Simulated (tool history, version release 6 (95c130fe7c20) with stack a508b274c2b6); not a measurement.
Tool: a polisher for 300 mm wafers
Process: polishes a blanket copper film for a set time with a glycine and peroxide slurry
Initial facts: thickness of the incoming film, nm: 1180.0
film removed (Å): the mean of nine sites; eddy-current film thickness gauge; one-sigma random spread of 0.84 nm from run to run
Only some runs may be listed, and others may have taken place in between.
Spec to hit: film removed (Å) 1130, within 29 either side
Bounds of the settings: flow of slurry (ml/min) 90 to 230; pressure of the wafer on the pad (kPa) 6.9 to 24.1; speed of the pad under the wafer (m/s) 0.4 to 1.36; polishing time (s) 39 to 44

run  hour  flow of slurry (ml/min)  pressure of the wafer on the pad (kPa)  speed of the pad under the wafer (m/s)  polishing time (s)  film removed (Å)
  1     0                      150                                    15.2                                    0.88                  44            1520.7
  2     4                      150                                    15.2                                     0.8                  44            1419.5
  3   7.2                      145                                    14.5                                     0.8                  44            1365.5
  4  15.6                      140                                    13.8                                     0.8                  44            1304.8
  5  23.6                      135                                    13.1                                     0.8                  44            1251.8
  6  26.8                      130                                    13.1                                     0.8                  44              1248
  7  33.6                      125                                    13.1                                     0.8                  44            1229.2
  8  38.5                      120                                    13.1                                     0.8                  44            1244.7
  9  42.2                      120                                    12.4                                     0.8                  44            1201.7
 10    49                      120                                    12.4                                     0.8                  44            1179.1
 11  55.6                      110                                    12.4                                     0.8                  44            1180.8

Pick the move, out of 5, that brings all results within their allowed miss; only one does.
  A  62.2                      120                                    14.5                                    0.88                  39                 ?
  B  62.2                       90                                    12.4                                    0.86                  43                 ?
  C  62.2                      100                                    13.1                                    0.82                  43                 ?
  D  62.2                      115                                    12.4                                     0.9                  39                 ?
  E  62.2                      120                                    13.1                                    0.86                  43                 ?

move  film removed (Å)
   A            1258.3
   B            1170.1
   C              1194
   D            1133.8
   E            1266.2
A: the biggest miss grows against the last run
B: moves toward the targets from the last run without getting all of them in spec
C: the biggest miss grows against the last run
D: hits every target within its allowed miss
E: the biggest miss grows against the last run
Answer: D
